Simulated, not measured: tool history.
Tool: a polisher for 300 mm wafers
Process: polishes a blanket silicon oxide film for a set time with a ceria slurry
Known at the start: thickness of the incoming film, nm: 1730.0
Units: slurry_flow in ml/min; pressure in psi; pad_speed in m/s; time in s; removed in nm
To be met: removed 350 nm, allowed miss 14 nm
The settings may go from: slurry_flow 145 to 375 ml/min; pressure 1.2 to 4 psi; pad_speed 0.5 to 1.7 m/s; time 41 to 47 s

run  hour  slurry_flow  pressure  pad_speed  time  removed
  1     0          240       2.6        1.1    47   230.55
  2   1.8          260       2.6        1.1    47   230.39
  3   6.5          260       2.6        1.1    41   200.01
  4  13.4          315       2.6        1.1    41   211.95
  5  16.6          315       2.1        1.1    41   175.53
  6  22.3          365       2.1        1.1    41   174.92
  7    24          365       2.6       1.12    41   210.05
  8  31.4          365         3       1.14    41   243.88
  9    32          365       3.3       1.16    41   254.92
 10  40.4          365       3.5       1.22    41   273.74
 11    43          365       3.6       1.28    41   296.21
 12    49          365       3.7       1.32    41   305.81
 13  51.7          365       3.7       1.32    41    307.9
 14  59.8          365       3.8       1.34    41   316.99

Which of these 5 next moves meets every target?
  A  67.9          370       3.9       1.28    42        ?
  B  67.9          375       2.8        1.6    43        ?
  C  67.9          265       3.8          1    41        ?
  D  67.9          365       3.8       1.54    41        ?
  E  67.9          365       3.8        1.2    41        ?

move  removed
   A      327
   B   298.71
   C   261.31
   D   352.52
   E   299.79
A: nearer than the last run, and not there yet
B: further off than the last run
C: further off than the last run
D: meets every target
E: further off than the last run
Answer: D

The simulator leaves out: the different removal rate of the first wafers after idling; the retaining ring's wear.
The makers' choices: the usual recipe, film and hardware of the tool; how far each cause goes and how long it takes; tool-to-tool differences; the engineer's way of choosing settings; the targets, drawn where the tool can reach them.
